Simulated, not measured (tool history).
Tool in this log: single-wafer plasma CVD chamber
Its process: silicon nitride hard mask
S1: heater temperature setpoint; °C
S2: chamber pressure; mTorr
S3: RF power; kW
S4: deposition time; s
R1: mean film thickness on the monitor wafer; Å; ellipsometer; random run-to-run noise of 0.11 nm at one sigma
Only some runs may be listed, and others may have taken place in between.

| run | hour | S1 | S2 | S3 | S4 | R1 |
|---|---|---|---|---|---|---|
| 1 | 0.0 | 400 | 1290 | 0.290 | 39 | 405.91 |
| 2 | 6.4 | 400 | 1170 | 0.285 | 39 | 391.60 |
| 3 | 9.1 | 400 | 1080 | 0.280 | 39 | 377.26 |
| 4 | 15.6 | 400 | 1080 | 0.280 | 39 | 376.70 |
| 5 | 16.3 | 391 | 1080 | 0.280 | 39 | 379.40 |
| 6 | 21.8 | 382 | 1080 | 0.280 | 39 | 380.21 |
| 7 | 22.9 | 382 | 1010 | 0.280 | 39 | 374.20 |
| 8 | 27.7 | 382 | 960 | 0.280 | 39 | 367.51 |
| 9 | 30.9 | 382 | 920 | 0.280 | 39 | 362.45 |
| 10 | 33.2 | 382 | 890 | 0.280 | 39 | 358.65 |

Estimate the outcome of run 11 from the log above:
| 11 | 40.0 | 382 | 870 | 0.280 | 39 | ? |

R1: 356.66 Å

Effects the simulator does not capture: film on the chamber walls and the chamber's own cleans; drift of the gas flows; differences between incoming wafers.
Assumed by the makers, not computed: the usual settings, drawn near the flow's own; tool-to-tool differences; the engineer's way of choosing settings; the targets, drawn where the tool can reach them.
